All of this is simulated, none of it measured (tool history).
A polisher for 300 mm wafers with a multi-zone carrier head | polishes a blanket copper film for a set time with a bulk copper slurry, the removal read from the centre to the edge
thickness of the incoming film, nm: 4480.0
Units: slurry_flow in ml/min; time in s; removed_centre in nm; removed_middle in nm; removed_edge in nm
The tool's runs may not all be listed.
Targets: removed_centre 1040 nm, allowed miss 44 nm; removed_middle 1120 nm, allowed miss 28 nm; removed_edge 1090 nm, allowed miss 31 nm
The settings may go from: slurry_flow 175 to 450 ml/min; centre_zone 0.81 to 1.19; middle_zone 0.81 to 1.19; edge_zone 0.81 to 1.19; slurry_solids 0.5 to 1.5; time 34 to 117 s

run 1 hour=0 | slurry_flow=290 centre_zone=1 middle_zone=1 edge_zone=1 slurry_solids=1 time=75 | removed_centre=744.43 removed_middle=748.86 removed_edge=734.43
run 2 hour=3.9 | slurry_flow=345 centre_zone=1 middle_zone=1 edge_zone=1 slurry_solids=1 time=75 | removed_centre=739.07 removed_middle=760.75 removed_edge=738.57
run 3 hour=7.3 | slurry_flow=345 centre_zone=1 middle_zone=1 edge_zone=1 slurry_solids=1 time=82 | removed_centre=823.64 removed_middle=840.92 removed_edge=802.42
run 4 hour=14.4 | slurry_flow=345 centre_zone=1 middle_zone=1 edge_zone=0.95 slurry_solids=1 time=82 | removed_centre=853.43 removed_middle=837.35 removed_edge=791.85
run 5 hour=21.4 | slurry_flow=345 centre_zone=1 middle_zone=1 edge_zone=0.95 slurry_solids=1 time=66 | removed_centre=664.35 removed_middle=664.52 removed_edge=626.39
run 6 hour=26 | slurry_flow=345 centre_zone=1.05 middle_zone=1 edge_zone=0.95 slurry_solids=1 time=66 | removed_centre=699.96 removed_middle=676.13 removed_edge=635.59
run 7 hour=28.9 | slurry_flow=340 centre_zone=1.05 middle_zone=1.01 edge_zone=0.98 slurry_solids=1.05 time=69 | removed_centre=729.14 removed_middle=709.23 removed_edge=681.08
run 8 hour=32 | slurry_flow=340 centre_zone=1.06 middle_zone=1.03 edge_zone=1 slurry_solids=1.1 time=72 | removed_centre=800.15 removed_middle=763.55 removed_edge=723.3
run 9 hour=35.2 | slurry_flow=340 centre_zone=1.04 middle_zone=1.04 edge_zone=1.02 slurry_solids=1.15 time=75 | removed_centre=811.14 removed_middle=816.03 removed_edge=769.94
run 10 hour=40.4 | slurry_flow=350 centre_zone=1.06 middle_zone=1.08 edge_zone=1.12 slurry_solids=1.4 time=92 | removed_centre=1050.2 removed_middle=1085.7 removed_edge=1038.5
run 11 hour=45.1 | slurry_flow=350 centre_zone=1.06 middle_zone=1.08 edge_zone=1.13 slurry_solids=1.4 time=92 | removed_centre=1071.8 removed_middle=1091.4 removed_edge=1033.4
run 12 hour=53.1 | slurry_flow=350 centre_zone=1.05 middle_zone=1.08 edge_zone=1.14 slurry_solids=1.4 time=92 | removed_centre=1069 removed_middle=1082.4 removed_edge=1061.6
run 13 hour=54.6 | slurry_flow=350 centre_zone=1.04 middle_zone=1.08 edge_zone=1.14 slurry_solids=1.4 time=92 | removed_centre=1048.1 removed_middle=1077.6 removed_edge=1034.5

Which of these 4 next moves meets every target?
run A hour=56.1 | slurry_flow=335 centre_zone=1.02 middle_zone=1.05 edge_zone=1.09 slurry_solids=1.4 time=92 | removed_centre=? removed_middle=? removed_edge=?
run B hour=56.1 | slurry_flow=385 centre_zone=1.09 middle_zone=1.19 edge_zone=0.98 slurry_solids=1.15 time=93 | removed_centre=? removed_middle=? removed_edge=?
run C hour=56.1 | slurry_flow=335 centre_zone=0.99 middle_zone=1.08 edge_zone=1.15 slurry_solids=1.4 time=95 | removed_centre=? removed_middle=? removed_edge=?
run D hour=56.1 | slurry_flow=310 centre_zone=1.04 middle_zone=1.1 edge_zone=1.18 slurry_solids=1.45 time=88 | removed_centre=? removed_middle=? removed_edge=?

move=A removed_centre=1015.6 removed_middle=1050.3 removed_edge=1028.3
move=B removed_centre=1050.5 removed_middle=1138.8 removed_edge=946.6
move=C removed_centre=1022.1 removed_middle=1111 removed_edge=1090.9
move=D removed_centre=989.98 removed_middle=1047.4 removed_edge=1027.6
A: further off than the last run
B: further off than the last run
C: meets every target
D: further off than the last run
Answer: C
